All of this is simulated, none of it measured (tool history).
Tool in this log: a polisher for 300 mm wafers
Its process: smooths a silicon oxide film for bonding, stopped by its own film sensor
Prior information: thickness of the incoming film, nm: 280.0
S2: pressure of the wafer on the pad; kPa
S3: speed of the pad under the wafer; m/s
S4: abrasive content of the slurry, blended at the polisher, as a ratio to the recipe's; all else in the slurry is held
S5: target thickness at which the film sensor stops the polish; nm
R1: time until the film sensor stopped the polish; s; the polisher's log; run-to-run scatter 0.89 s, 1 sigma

{"run": 1, "hour": 0.0, "flow of slurry (ml/min)": 235, "S2": 13.8, "S3": 0.86, "S4": 1.0, "S5": 261, "R1": 33.567}
{"run": 2, "hour": 9.0, "flow of slurry (ml/min)": 235, "S2": 13.8, "S3": 0.86, "S4": 0.85, "S5": 261, "R1": 36.705}
{"run": 3, "hour": 11.0, "flow of slurry (ml/min)": 235, "S2": 13.8, "S3": 0.98, "S4": 0.85, "S5": 261, "R1": 33.338}
{"run": 4, "hour": 15.9, "flow of slurry (ml/min)": 210, "S2": 13.8, "S3": 0.98, "S4": 0.85, "S5": 261, "R1": 34.077}
{"run": 5, "hour": 18.4, "flow of slurry (ml/min)": 240, "S2": 13.8, "S3": 0.98, "S4": 0.85, "S5": 261, "R1": 34.286}
{"run": 6, "hour": 23.9, "flow of slurry (ml/min)": 240, "S2": 13.8, "S3": 0.98, "S4": 0.85, "S5": 261, "R1": 33.059}

Run 7, settings as shown, results not yet in. Your forecast:
{"run": 7, "hour": 30.2, "flow of slurry (ml/min)": 240, "S2": 13.1, "S3": 0.98, "S4": 0.85, "S5": 261, "R1": "?"}

{"run 7": {"R1": 34.885}}

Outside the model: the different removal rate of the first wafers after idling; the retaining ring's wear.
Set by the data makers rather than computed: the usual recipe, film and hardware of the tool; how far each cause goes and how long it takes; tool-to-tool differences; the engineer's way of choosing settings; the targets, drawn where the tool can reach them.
